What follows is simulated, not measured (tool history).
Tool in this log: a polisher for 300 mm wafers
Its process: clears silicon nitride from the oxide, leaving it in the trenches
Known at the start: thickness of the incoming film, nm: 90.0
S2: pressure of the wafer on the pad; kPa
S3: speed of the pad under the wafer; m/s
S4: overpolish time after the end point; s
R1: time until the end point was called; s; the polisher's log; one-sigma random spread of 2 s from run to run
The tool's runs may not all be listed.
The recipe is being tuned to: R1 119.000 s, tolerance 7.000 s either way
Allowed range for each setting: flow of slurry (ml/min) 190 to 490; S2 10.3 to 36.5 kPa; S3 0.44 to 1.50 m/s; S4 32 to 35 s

Run 1, hour 0.0: flow of slurry (ml/min) 315, S2 23.4 kPa, S3 0.96 m/s, S4 32 s. Result: R1 71.139 s.
Run 2, hour 3.8: flow of slurry (ml/min) 315, S2 23.4 kPa, S3 0.96 m/s, S4 35 s. Result: R1 69.391 s.
Run 3, hour 12.6: flow of slurry (ml/min) 315, S2 23.4 kPa, S3 1.14 m/s, S4 35 s. Result: R1 63.953 s.
Run 4, hour 15.1: flow of slurry (ml/min) 315, S2 23.4 kPa, S3 1.14 m/s, S4 35 s. Result: R1 61.221 s.
Run 5, hour 20.4: flow of slurry (ml/min) 315, S2 22.1 kPa, S3 1.12 m/s, S4 35 s. Result: R1 65.727 s.
Run 6, hour 21.8: flow of slurry (ml/min) 315, S2 27.6 kPa, S3 1.12 m/s, S4 35 s. Result: R1 53.130 s.
Run 7, hour 29.0: flow of slurry (ml/min) 315, S2 25.5 kPa, S3 1.10 m/s, S4 35 s. Result: R1 58.317 s.
Run 8, hour 35.1: flow of slurry (ml/min) 310, S2 18.6 kPa, S3 0.90 m/s, S4 35 s. Result: R1 95.459 s.
Run 9, hour 38.6: flow of slurry (ml/min) 310, S2 13.1 kPa, S3 0.86 m/s, S4 35 s. Result: R1 133.650 s.

Which of these 5 next moves meets every target?
Run A, hour 42.1: flow of slurry (ml/min) 315, S2 13.8 kPa, S3 0.76 m/s, S4 35 s. Result: R1 ?.
Run B, hour 42.1: flow of slurry (ml/min) 260, S2 16.5 kPa, S3 0.78 m/s, S4 33 s. Result: R1 ?.
Run C, hour 42.1: flow of slurry (ml/min) 300, S2 10.3 kPa, S3 1.02 m/s, S4 35 s. Result: R1 ?.
Run D, hour 42.1: flow of slurry (ml/min) 285, S2 13.1 kPa, S3 0.82 m/s, S4 34 s. Result: R1 ?.
Run E, hour 42.1: flow of slurry (ml/min) 275, S2 13.8 kPa, S3 0.64 m/s, S4 35 s. Result: R1 ?.

move       R1
   A  138.110
   B  115.650
   C  146.410
   D  138.380
   E  157.060
A: lands further from the targets than the last run did
B: all results land within tolerance of their targets
C: lands further from the targets than the last run did
D: lands further from the targets than the last run did
E: lands further from the targets than the last run did
Go with B: it meets all targets.
